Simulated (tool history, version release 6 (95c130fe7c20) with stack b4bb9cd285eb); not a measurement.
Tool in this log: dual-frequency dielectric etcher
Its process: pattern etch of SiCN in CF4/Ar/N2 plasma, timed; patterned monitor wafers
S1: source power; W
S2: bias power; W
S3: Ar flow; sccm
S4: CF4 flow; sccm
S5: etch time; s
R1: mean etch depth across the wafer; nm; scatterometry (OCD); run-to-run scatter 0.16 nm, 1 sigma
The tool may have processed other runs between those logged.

{"run": 1, "hour": 0.0, "S1": 540, "S2": 81, "S3": 95, "S4": 48, "S5": 72, "R1": 67.702}
{"run": 2, "hour": 8.3, "S1": 540, "S2": 81, "S3": 95, "S4": 48, "S5": 72, "R1": 68.055}
{"run": 3, "hour": 9.3, "S1": 540, "S2": 81, "S3": 95, "S4": 53, "S5": 72, "R1": 68.978}
{"run": 4, "hour": 14.6, "S1": 500, "S2": 81, "S3": 95, "S4": 53, "S5": 72, "R1": 64.306}
{"hour": 15.4, "done": "source power generator calibrated"}
{"run": 5, "hour": 15.4, "S1": 500, "S2": 81, "S3": 110, "S4": 53, "S5": 72, "R1": 65.833}
{"run": 6, "hour": 21.6, "S1": 500, "S2": 93, "S3": 110, "S4": 53, "S5": 72, "R1": 68.292}
{"run": 7, "hour": 27.6, "S1": 460, "S2": 93, "S3": 110, "S4": 53, "S5": 72, "R1": 63.619}
{"run": 8, "hour": 35.4, "S1": 440, "S2": 93, "S3": 110, "S4": 53, "S5": 72, "R1": 61.167}

Run 9 is up next; what results do you expect?
{"run": 9, "hour": 37.4, "S1": 370, "S2": 92, "S3": 110, "S4": 53, "S5": 72, "R1": "?"}

Run 9 produced R1 51.881 nm.
